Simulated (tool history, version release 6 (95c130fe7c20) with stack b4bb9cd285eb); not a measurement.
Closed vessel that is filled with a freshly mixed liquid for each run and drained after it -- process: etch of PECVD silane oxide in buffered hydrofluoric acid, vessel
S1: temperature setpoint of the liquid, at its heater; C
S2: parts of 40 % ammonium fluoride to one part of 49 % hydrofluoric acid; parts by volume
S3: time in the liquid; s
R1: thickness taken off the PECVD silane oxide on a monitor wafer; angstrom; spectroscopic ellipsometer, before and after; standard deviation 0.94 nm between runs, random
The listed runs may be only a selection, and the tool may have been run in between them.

run 1 hour=0 | S1=23 S2=10.5 S3=95 | R1=1346.6
run 2 hour=3.7 | S1=23 S2=10.5 S3=105 | R1=1449.4
run 3 hour=11.8 | S1=21 S2=10.5 S3=105 | R1=1315.8
run 4 hour=18 | S1=20 S2=10.5 S3=105 | R1=1242.5
run 5 hour=26.2 | S1=19.5 S2=10.5 S3=105 | R1=1223.2
run 6 hour=32.8 | S1=19.5 S2=9.5 S3=105 | R1=1334.3
run 7 hour=34.4 | S1=18.5 S2=9.5 S3=105 | R1=1251.3

Forecast run 8:
run 8 hour=40.3 | S1=18 S2=9.5 S3=105 | R1=?

For run 8 the tool returned R1 1221.2 angstrom.
